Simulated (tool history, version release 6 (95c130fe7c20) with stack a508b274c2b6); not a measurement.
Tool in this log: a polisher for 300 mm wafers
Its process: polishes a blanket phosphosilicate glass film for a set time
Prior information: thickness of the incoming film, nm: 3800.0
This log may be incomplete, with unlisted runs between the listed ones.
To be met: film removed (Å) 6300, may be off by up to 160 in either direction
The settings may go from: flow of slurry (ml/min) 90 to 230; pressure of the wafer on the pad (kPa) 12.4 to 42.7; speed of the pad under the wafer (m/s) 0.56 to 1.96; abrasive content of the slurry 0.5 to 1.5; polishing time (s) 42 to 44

run    day  flow of slurry (ml/min)  pressure of the wafer on the pad (kPa)  speed of the pad under the wafer (m/s)  abrasive content of the slurry  polishing time (s)  film removed (Å)
  1      0                      150                                    27.6                                    1.26                               1                  42            4319.7
  2  0.075                      155                                      29                                    1.26                               1                  42            4590.2
  3  0.158                      155                                      29                                    1.26                               1                  42            4572.3
  4  0.392                      155                                      29                                    1.26                             0.9                  42            4279.7
  5  0.662                      155                                      29                                    1.26                             0.8                  42            4020.4
  6  0.729                      155                                      29                                    1.26                             0.8                  44              4204
     1.071  -- worn pad replaced by a new one
  7  1.071                      160                                      31                                    1.26                             0.8                  44            4807.4
  8  1.417                      170                                    31.7                                    1.26                             0.8                  44            4962.2
  9  1.488                      190                                    38.6                                    1.26                             0.8                  44            6082.1

Consider the 5 candidate settings below. Which is the only one whose results all fall within their allowed miss of target?
  A  1.558                      220                                    42.7                                    1.16                            0.75                  42                 ?
  B  1.558                      195                                    39.3                                    1.18                            0.75                  44                 ?
  C  1.558                      195                                    38.6                                    1.26                             0.8                  42                 ?
  D  1.558                      185                                    38.6                                    1.28                            0.75                  43                 ?
  E  1.558                      170                                    41.4                                    1.02                            0.95                  44                 ?

move  film removed (Å)
   A              5980
   B            5748.2
   C            5894.4
   D            5792.6
   E            6260.2
A: lands further from the targets than the last run did
B: lands further from the targets than the last run did
C: lands further from the targets than the last run did
D: lands further from the targets than the last run did
E: all results in spec
So the answer is move E, the one that meets all the targets.

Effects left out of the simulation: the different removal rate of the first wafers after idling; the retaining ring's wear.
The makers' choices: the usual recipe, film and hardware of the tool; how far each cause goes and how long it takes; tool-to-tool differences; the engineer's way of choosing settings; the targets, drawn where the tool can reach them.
